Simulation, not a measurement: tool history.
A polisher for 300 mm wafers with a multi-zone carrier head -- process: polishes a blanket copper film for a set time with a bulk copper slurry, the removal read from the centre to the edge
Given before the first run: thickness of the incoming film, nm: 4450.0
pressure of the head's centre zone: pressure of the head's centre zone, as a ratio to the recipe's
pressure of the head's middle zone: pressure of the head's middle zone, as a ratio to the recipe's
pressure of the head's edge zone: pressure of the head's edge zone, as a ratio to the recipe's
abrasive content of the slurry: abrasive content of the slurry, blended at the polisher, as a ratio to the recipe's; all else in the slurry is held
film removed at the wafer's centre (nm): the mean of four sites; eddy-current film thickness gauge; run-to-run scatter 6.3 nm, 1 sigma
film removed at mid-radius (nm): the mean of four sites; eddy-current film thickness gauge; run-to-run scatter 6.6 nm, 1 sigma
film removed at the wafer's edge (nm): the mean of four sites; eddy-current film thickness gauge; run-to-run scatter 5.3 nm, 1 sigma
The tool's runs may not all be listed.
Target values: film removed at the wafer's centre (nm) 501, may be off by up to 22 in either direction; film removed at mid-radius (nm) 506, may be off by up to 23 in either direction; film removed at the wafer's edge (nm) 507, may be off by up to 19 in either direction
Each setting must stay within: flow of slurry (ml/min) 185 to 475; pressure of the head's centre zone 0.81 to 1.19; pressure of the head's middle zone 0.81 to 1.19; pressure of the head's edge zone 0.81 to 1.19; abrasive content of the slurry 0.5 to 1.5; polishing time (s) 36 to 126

run	hour	flow of slurry (ml/min)	pressure of the head's centre zone	pressure of the head's middle zone	pressure of the head's edge zone	abrasive content of the slurry	polishing time (s)	film removed at the wafer's centre (nm)	film removed at mid-radius (nm)	film removed at the wafer's edge (nm)
1	0	305	1	1	1	1	81	717.51	733.71	728.79
2	0.6	305	0.99	0.98	0.97	0.85	76	652.25	676.4	657.36
3	8.1	305	0.98	0.95	0.96	0.75	72	602.23	586.96	596.44
4	11	305	0.98	0.95	1.01	0.75	72	590.17	586.36	603.69
5	12	305	0.97	0.94	0.99	0.7	70	559.76	565.59	589.08
6	13.4	305	0.97	0.89	0.99	0.7	70	573.83	523.58	576.15
7	16.8	305	0.96	0.9	0.96	0.65	69	534.58	525.31	555.23
8	22.6	305	0.96	0.9	0.93	0.6	69	538.06	517.19	539.94

Which one of the following 5 next-run settings gets every result inside its allowed miss? There is exactly one.
A	28.4	330	0.95	0.81	0.9	0.6	64	?	?	?
B	28.4	315	0.93	1	0.84	0.7	59	?	?	?
C	28.4	400	0.95	0.96	0.88	0.5	60	?	?	?
D	28.4	210	0.98	0.97	0.93	0.7	64	?	?	?
E	28.4	355	1.01	0.99	0.82	0.8	57	?	?	?

move	film removed at the wafer's centre (nm)	film removed at mid-radius (nm)	film removed at the wafer's edge (nm)
A	499.8	449.46	496.25
B	464.62	507.63	461.47
C	459.71	474.48	449.97
D	501.8	510.75	495.6
E	506.25	505.6	459.83
A: corrects the largest miss of the last run, while another result sits out of spec
B: takes the biggest miss from the last run beyond its target
C: takes the biggest miss from the last run beyond its target
D: all results in spec
E: takes the biggest miss from the last run beyond its target
The move that meets every target is D.
